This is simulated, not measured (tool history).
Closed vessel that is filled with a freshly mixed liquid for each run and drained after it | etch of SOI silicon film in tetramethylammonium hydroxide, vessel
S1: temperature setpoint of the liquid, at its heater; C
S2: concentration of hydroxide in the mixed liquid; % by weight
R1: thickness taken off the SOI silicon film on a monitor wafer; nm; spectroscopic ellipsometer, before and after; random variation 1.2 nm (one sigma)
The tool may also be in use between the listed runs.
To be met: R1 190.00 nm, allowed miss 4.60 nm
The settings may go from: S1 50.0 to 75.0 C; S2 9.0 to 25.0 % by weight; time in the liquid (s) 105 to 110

run 1 day=0.000 | S1=62.0 S2=18.0 time_in_the_liquid_(s)=105 | R1=382.55
run 2 day=0.325 | S1=62.0 S2=18.0 time_in_the_liquid_(s)=110 | R1=401.08
run 3 day=0.371 | S1=58.0 S2=18.0 time_in_the_liquid_(s)=110 | R1=311.16
run 4 day=0.738 | S1=58.0 S2=18.0 time_in_the_liquid_(s)=110 | R1=315.75
run 5 day=0.925 | S1=58.0 S2=18.0 time_in_the_liquid_(s)=110 | R1=310.95
run 6 day=0.996 | S1=61.5 S2=18.0 time_in_the_liquid_(s)=110 | R1=389.09
run 7 day=1.333 | S1=58.0 S2=18.0 time_in_the_liquid_(s)=110 | R1=316.44
run 8 day=1.417 | S1=51.5 S2=19.5 time_in_the_liquid_(s)=110 | R1=195.66

5 next moves are on the table. One of them brings every result within its allowed miss. Which?
run A day=1.500 | S1=52.5 S2=21.5 time_in_the_liquid_(s)=110 | R1=?
run B day=1.500 | S1=56.0 S2=25.0 time_in_the_liquid_(s)=105 | R1=?
run C day=1.500 | S1=51.5 S2=16.5 time_in_the_liquid_(s)=105 | R1=?
run D day=1.500 | S1=50.5 S2=16.5 time_in_the_liquid_(s)=110 | R1=?
run E day=1.500 | S1=50.5 S2=16.5 time_in_the_liquid_(s)=105 | R1=?

move=A R1=200.04
move=B R1=202.71
move=C R1=200.59
move=D R1=196.67
move=E R1=187.73
A: further off than the last run
B: further off than the last run
C: further off than the last run
D: further off than the last run
E: meets every target
The right move is E.
